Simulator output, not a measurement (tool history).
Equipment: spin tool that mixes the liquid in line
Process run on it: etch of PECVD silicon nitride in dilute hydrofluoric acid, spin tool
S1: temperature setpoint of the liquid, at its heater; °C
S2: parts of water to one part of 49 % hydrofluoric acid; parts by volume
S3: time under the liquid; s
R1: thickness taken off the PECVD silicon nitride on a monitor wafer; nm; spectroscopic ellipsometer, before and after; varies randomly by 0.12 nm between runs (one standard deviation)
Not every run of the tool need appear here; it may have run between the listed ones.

| run | hour | S1 | S2 | S3 | R1 |
|---|---|---|---|---|---|
| 1 | 0 | 22 | 140 | 280 | 4.7329 |
| 2 | 6.3 | 24.5 | 130 | 280 | 5.998 |
| 3 | 14.6 | 26 | 125 | 280 | 6.9148 |
| 4 | 16.2 | 27 | 120 | 280 | 7.7817 |
| 5 | 21.5 | 27 | 120 | 305 | 8.4899 |
| 6 | 29.2 | 27 | 120 | 305 | 8.4807 |
| 7 | 33 | 27.5 | 120 | 305 | 8.7992 |

Run 8 has not been measured yet. What should we expect?
| 8 | 39.4 | 28 | 120 | 305 | ? |

{"run 8": {"R1": 9.0615}}
